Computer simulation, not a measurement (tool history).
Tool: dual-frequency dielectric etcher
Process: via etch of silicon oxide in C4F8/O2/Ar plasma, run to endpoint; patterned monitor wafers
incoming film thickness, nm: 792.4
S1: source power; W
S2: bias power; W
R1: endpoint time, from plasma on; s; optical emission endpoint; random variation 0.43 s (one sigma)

run	hour	S1	S2	R1
1	0	1620	2549	151.04
2	4.2	1330	2549	162.17
3	7.2	1460	2549	155.49
4	9.1	1460	2362	160.12
5	16.2	1630	2425	152.59
6	24.3	1630	2746	147.1
7	27.9	1700	2776	144.46

Forecast run 8:
8	33.2	1750	2799	?

{"run 8": {"R1": 142.62}}
